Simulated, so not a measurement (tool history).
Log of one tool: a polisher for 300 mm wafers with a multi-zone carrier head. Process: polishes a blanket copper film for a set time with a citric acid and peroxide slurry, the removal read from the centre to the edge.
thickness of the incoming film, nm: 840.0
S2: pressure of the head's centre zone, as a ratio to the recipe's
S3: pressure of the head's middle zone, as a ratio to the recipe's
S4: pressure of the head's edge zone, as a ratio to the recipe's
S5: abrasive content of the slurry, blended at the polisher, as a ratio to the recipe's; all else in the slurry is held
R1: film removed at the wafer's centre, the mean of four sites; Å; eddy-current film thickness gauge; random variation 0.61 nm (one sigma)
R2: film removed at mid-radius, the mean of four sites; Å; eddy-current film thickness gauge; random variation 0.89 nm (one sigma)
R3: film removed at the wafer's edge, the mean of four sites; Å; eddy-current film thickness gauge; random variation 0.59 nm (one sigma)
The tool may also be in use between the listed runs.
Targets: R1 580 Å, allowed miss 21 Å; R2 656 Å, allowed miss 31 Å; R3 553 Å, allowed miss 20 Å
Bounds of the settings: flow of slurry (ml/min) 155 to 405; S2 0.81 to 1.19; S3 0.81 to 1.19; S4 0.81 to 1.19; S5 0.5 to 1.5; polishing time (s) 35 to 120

Run 1, day 0: flow of slurry (ml/min) 260, S2 1, S3 1, S4 1, S5 1, polishing time (s) 77. Result: R1 1164.7 Å, R2 1127.7 Å, R3 1121.4 Å.
Run 2, day 0.238: flow of slurry (ml/min) 260, S2 1, S3 1, S4 1, S5 1, polishing time (s) 64. Result: R1 961.63 Å, R2 938.32 Å, R3 932.3 Å.
Run 3, day 0.604: flow of slurry (ml/min) 260, S2 1, S3 0.92, S4 1, S5 1, polishing time (s) 64. Result: R1 975.93 Å, R2 886.69 Å, R3 929.58 Å.
Run 4, day 0.821: flow of slurry (ml/min) 265, S2 0.98, S3 0.98, S4 0.94, S5 0.85, polishing time (s) 55. Result: R1 793.02 Å, R2 781.42 Å, R3 772.2 Å.
Run 5, day 0.888: flow of slurry (ml/min) 265, S2 0.98, S3 0.98, S4 0.9, S5 0.85, polishing time (s) 55. Result: R1 797.17 Å, R2 750.85 Å, R3 753.15 Å.
Run 6, day 1.092: flow of slurry (ml/min) 265, S2 0.91, S3 0.98, S4 0.9, S5 0.85, polishing time (s) 55. Result: R1 728.18 Å, R2 787.88 Å, R3 764.37 Å.
Run 7, day 1.425: flow of slurry (ml/min) 270, S2 0.93, S3 1.04, S4 0.87, S5 0.75, polishing time (s) 50. Result: R1 689.05 Å, R2 718.8 Å, R3 666.36 Å.
Run 8, day 1.596: flow of slurry (ml/min) 265, S2 0.91, S3 1.07, S4 0.85, S5 0.65, polishing time (s) 48. Result: R1 618.4 Å, R2 704.48 Å, R3 614.2 Å.

5 next moves are on the table. One of them brings every result within its allowed miss. Which?
Run A, day 1.767: flow of slurry (ml/min) 300, S2 0.96, S3 1, S4 0.86, S5 0.8, polishing time (s) 41. Result: R1 ?, R2 ?, R3 ?.
Run B, day 1.767: flow of slurry (ml/min) 345, S2 1.18, S3 1.16, S4 0.81, S5 0.5, polishing time (s) 41. Result: R1 ?, R2 ?, R3 ?.
Run C, day 1.767: flow of slurry (ml/min) 205, S2 0.89, S3 0.95, S4 0.88, S5 0.65, polishing time (s) 48. Result: R1 ?, R2 ?, R3 ?.
Run D, day 1.767: flow of slurry (ml/min) 215, S2 0.91, S3 0.97, S4 0.88, S5 0.8, polishing time (s) 47. Result: R1 ?, R2 ?, R3 ?.
Run E, day 1.767: flow of slurry (ml/min) 200, S2 0.96, S3 1.14, S4 0.83, S5 0.55, polishing time (s) 45. Result: R1 ?, R2 ?, R3 ?.

move      R1      R2      R3
   A   583.6   599.5  552.11
   B  679.55  641.32  507.25
   C  579.26  619.11  607.95
   D   604.7  642.37  618.56
   E  569.86  658.04  541.33
A: brings the result that was furthest off to its target, and leaves another outside
B: takes the result that was furthest off past its target
C: nearer than the last run, and not there yet
D: further off than the last run
E: meets every target
Move E is the one to make.

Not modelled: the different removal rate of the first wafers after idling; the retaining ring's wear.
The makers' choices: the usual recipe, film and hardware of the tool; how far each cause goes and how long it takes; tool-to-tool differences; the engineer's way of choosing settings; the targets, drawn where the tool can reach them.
